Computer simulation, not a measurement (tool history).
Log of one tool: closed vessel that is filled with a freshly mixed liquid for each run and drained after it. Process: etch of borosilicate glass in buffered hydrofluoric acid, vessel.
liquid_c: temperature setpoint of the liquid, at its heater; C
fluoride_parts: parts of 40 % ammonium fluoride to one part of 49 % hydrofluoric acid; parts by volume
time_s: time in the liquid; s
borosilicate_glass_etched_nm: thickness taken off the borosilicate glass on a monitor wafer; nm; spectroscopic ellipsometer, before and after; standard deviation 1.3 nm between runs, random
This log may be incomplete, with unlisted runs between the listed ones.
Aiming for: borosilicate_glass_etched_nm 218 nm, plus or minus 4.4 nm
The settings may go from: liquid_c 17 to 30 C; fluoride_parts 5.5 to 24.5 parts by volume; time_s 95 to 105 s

run 1 hour=0 | liquid_c=22 fluoride_parts=15 time_s=95 | borosilicate_glass_etched_nm=87.247
run 2 hour=7 | liquid_c=23 fluoride_parts=14 time_s=95 | borosilicate_glass_etched_nm=98.329
run 3 hour=14.6 | liquid_c=24 fluoride_parts=13 time_s=95 | borosilicate_glass_etched_nm=111.13
run 4 hour=17.9 | liquid_c=25 fluoride_parts=12.5 time_s=95 | borosilicate_glass_etched_nm=121.95
run 5 hour=25.9 | liquid_c=25 fluoride_parts=14.5 time_s=95 | borosilicate_glass_etched_nm=105.27
run 6 hour=29.5 | liquid_c=25 fluoride_parts=17 time_s=95 | borosilicate_glass_etched_nm=91.12
run 7 hour=37.5 | liquid_c=25.5 fluoride_parts=15.5 time_s=95 | borosilicate_glass_etched_nm=101.35
run 8 hour=43 | liquid_c=26 fluoride_parts=14.5 time_s=95 | borosilicate_glass_etched_nm=110.95
run 9 hour=51.8 | liquid_c=26.5 fluoride_parts=13.5 time_s=95 | borosilicate_glass_etched_nm=122.98
run 10 hour=58 | liquid_c=27 fluoride_parts=12.5 time_s=95 | borosilicate_glass_etched_nm=136.59
run 11 hour=59.3 | liquid_c=27.5 fluoride_parts=12 time_s=95 | borosilicate_glass_etched_nm=144.39
run 12 hour=67.7 | liquid_c=28 fluoride_parts=11.5 time_s=95 | borosilicate_glass_etched_nm=155.13
run 13 hour=73 | liquid_c=28.5 fluoride_parts=11 time_s=95 | borosilicate_glass_etched_nm=167.85
run 14 hour=77.8 | liquid_c=28.5 fluoride_parts=10.5 time_s=95 | borosilicate_glass_etched_nm=174.35
run 15 hour=86.6 | liquid_c=30 fluoride_parts=8 time_s=95 | borosilicate_glass_etched_nm=239.52
run 16 hour=94.4 | liquid_c=29 fluoride_parts=8 time_s=95 | borosilicate_glass_etched_nm=229.79
run 17 hour=102.1 | liquid_c=28.5 fluoride_parts=8 time_s=95 | borosilicate_glass_etched_nm=224.78

5 next moves are on the table. One of them brings every result within its allowed miss. Which?
run A hour=109.8 | liquid_c=27.5 fluoride_parts=7.5 time_s=95 | borosilicate_glass_etched_nm=?
run B hour=109.8 | liquid_c=29.5 fluoride_parts=9 time_s=95 | borosilicate_glass_etched_nm=?
run C hour=109.8 | liquid_c=28 fluoride_parts=8.5 time_s=95 | borosilicate_glass_etched_nm=?
run D hour=109.8 | liquid_c=28.5 fluoride_parts=8.5 time_s=95 | borosilicate_glass_etched_nm=?
run E hour=109.8 | liquid_c=28 fluoride_parts=8 time_s=95 | borosilicate_glass_etched_nm=?

move=A borosilicate_glass_etched_nm=227.43
move=B borosilicate_glass_etched_nm=206.48
move=C borosilicate_glass_etched_nm=203.41
move=D borosilicate_glass_etched_nm=208.77
move=E borosilicate_glass_etched_nm=217.44
A: the biggest miss grows against the last run
B: moves the result that the last run missed by most past its target, out the other side
C: moves the result that the last run missed by most past its target, out the other side
D: moves the result that the last run missed by most past its target, out the other side
E: every result within its allowed miss
The move that meets every target is E.
